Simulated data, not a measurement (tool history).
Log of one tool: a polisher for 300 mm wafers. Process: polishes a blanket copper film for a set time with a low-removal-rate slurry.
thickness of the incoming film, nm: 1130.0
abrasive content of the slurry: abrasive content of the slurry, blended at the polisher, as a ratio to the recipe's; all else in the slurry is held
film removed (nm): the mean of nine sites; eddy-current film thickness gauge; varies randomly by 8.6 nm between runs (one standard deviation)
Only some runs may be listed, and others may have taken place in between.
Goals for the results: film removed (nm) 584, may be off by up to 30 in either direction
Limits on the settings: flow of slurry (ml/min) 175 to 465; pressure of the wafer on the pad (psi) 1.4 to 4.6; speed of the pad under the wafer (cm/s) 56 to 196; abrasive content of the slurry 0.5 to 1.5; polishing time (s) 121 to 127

run,hour,flow of slurry (ml/min),pressure of the wafer on the pad (psi),speed of the pad under the wafer (cm/s),abrasive content of the slurry,polishing time (s),film removed (nm)
1,0,295,3,126,1,121,400.13
2,1.9,295,3,126,0.9,121,398.8
3,9.2,295,3.5,126,0.9,121,459.74
4,14.7,295,3.5,126,0.9,127,490.69
5,17,295,3.5,126,0.9,121,463.77
6,23,220,3.5,126,0.9,121,454.25
7,30.2,220,3.7,128,0.9,121,474.12
8,34,220,3.9,130,0.9,121,515.13
9,38.1,220,4,130,0.9,121,526.74
10,41.8,220,4.1,130,0.9,121,535.32
11,46.8,220,4.2,130,0.9,121,543.35

Below are 4 possible settings for the next run. Only one of them brings all results inside the allowed miss of their targets. Which is it?
A,51.8,280,4.6,114,1.05,126,?
B,51.8,245,4.3,116,1,121,?
C,51.8,290,4.5,110,0.85,122,?
D,51.8,175,4.1,118,1.05,127,?

move,film removed (nm)
A,588.34
B,525.82
C,524.71
D,511.95
A: hits every target within its allowed miss
B: misses by more than the last run did
C: misses by more than the last run did
D: misses by more than the last run did
Answer: A
